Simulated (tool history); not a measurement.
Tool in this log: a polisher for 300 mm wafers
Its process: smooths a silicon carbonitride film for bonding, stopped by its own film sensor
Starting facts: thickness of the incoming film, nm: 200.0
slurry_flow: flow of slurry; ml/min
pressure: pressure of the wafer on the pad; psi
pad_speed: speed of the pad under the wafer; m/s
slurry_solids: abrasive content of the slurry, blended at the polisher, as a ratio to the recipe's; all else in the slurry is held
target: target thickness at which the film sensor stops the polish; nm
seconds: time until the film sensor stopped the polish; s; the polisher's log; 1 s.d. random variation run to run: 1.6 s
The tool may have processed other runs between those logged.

{"run": 1, "hour": 0.0, "slurry_flow": 280, "pressure": 2.6, "pad_speed": 0.8, "slurry_solids": 1.0, "target": 184, "seconds": 71.042}
{"run": 2, "hour": 8.1, "slurry_flow": 280, "pressure": 2.6, "pad_speed": 0.8, "slurry_solids": 1.0, "target": 186, "seconds": 62.004}
{"run": 3, "hour": 13.7, "slurry_flow": 280, "pressure": 2.6, "pad_speed": 0.8, "slurry_solids": 1.2, "target": 186, "seconds": 55.9}
{"run": 4, "hour": 22.6, "slurry_flow": 280, "pressure": 2.4, "pad_speed": 0.78, "slurry_solids": 1.2, "target": 186, "seconds": 59.469}
{"hour": 30.4, "done": "head pressure recalibrated"}
{"run": 5, "hour": 30.4, "slurry_flow": 280, "pressure": 2.4, "pad_speed": 0.78, "slurry_solids": 1.3, "target": 186, "seconds": 55.763}
{"run": 6, "hour": 31.7, "slurry_flow": 280, "pressure": 2.4, "pad_speed": 0.78, "slurry_solids": 1.2, "target": 186, "seconds": 56.095}

Predict the results of run 7:
{"run": 7, "hour": 39.8, "slurry_flow": 280, "pressure": 2.4, "pad_speed": 0.7, "slurry_solids": 1.15, "target": 186, "seconds": "?"}

seconds: 62.808 s

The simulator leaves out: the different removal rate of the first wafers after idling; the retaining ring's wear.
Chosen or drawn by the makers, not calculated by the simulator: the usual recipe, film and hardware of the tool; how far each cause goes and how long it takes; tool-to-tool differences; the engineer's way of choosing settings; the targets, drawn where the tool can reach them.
